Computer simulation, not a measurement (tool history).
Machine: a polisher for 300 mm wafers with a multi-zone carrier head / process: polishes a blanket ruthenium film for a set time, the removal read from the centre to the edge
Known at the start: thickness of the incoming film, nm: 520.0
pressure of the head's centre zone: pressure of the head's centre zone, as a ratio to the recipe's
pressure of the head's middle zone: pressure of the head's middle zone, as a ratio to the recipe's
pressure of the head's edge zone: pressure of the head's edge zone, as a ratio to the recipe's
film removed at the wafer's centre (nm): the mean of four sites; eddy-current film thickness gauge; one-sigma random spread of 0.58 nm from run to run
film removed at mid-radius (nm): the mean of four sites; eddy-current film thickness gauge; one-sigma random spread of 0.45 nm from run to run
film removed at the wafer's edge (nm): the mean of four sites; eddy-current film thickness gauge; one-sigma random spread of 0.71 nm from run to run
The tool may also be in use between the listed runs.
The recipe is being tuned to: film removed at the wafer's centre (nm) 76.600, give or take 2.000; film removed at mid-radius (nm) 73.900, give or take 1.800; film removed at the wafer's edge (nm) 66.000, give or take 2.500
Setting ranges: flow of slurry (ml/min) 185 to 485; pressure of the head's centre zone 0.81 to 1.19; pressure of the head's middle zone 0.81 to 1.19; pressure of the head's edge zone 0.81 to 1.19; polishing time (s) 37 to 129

run  hour  flow of slurry (ml/min)  pressure of the head's centre zone  pressure of the head's middle zone  pressure of the head's edge zone  polishing time (s)  film removed at the wafer's centre (nm)  film removed at mid-radius (nm)  film removed at the wafer's edge (nm)
  1   0.0                      310                                1.00                                1.00                              1.00                  83                                   80.928                           82.133                                 83.772
  2   0.6                      310                                1.00                                1.00                              1.00                  69                                   66.967                           67.826                                 69.902
  3   6.6                      310                                0.95                                1.00                              1.00                  69                                   64.193                           67.624                                 69.558
  4  13.4                      320                                0.97                                1.01                              0.98                  69                                   66.868                           68.265                                 67.760
  5  17.2                      320                                0.97                                1.01                              0.98                  61                                   57.740                           60.208                                 60.917
  6  18.2                      325                                1.00                                1.03                              0.98                  62                                   60.946                           63.519                                 61.676
  7  20.0                      335                                1.03                                1.04                              0.98                  63                                   64.007                           64.757                                 62.341
  8  24.3                      340                                1.05                                1.05                              0.99                  63                                   64.926                           65.640                                 62.513
  9  32.1                      340                                1.05                                1.05                              0.99                  63                                   65.034                           65.288                                 64.072
 10  34.9                      345                                1.07                                1.06                              0.99                  63                                   66.105                           65.003                                 62.720
 11  37.7                      345                                1.09                                1.08                              0.99                  64                                   69.146                           68.040                                 63.397
 12  43.8                      345                                1.10                                1.09                              1.00                  64                                   69.412                           68.508                                 63.605
 13  47.7                      345                                1.11                                1.10                              1.01                  64                                   70.521                           69.600                                 65.244

Below are 5 possible settings for the next run. Only one of them brings all results inside the allowed miss of their targets. Which is it?
  A  51.6                      400                                1.08                                1.07                              1.05                  61                                        ?                                ?                                      ?
  B  51.6                      325                                1.16                                1.14                              0.98                  67                                        ?                                ?                                      ?
  C  51.6                      275                                0.99                                1.19                              1.12                  66                                        ?                                ?                                      ?
  D  51.6                      210                                1.04                                1.19                              0.84                  69                                        ?                                ?                                      ?
  E  51.6                      275                                1.13                                1.18                              0.99                  66                                        ?                                ?                                      ?

move  film removed at the wafer's centre (nm)  film removed at mid-radius (nm)  film removed at the wafer's edge (nm)
   A                                   66.466                           64.884                                 63.759
   B                                   76.941                           73.875                                 67.039
   C                                   63.355                           74.225                                 68.898
   D                                   66.713                           74.712                                 62.257
   E                                   72.378                           73.643                                 65.374
A: misses by more than the last run did
B: all results land within tolerance of their targets
C: misses by more than the last run did
D: misses by more than the last run did
E: better than the last run, though not everything is in spec
The right move is B.

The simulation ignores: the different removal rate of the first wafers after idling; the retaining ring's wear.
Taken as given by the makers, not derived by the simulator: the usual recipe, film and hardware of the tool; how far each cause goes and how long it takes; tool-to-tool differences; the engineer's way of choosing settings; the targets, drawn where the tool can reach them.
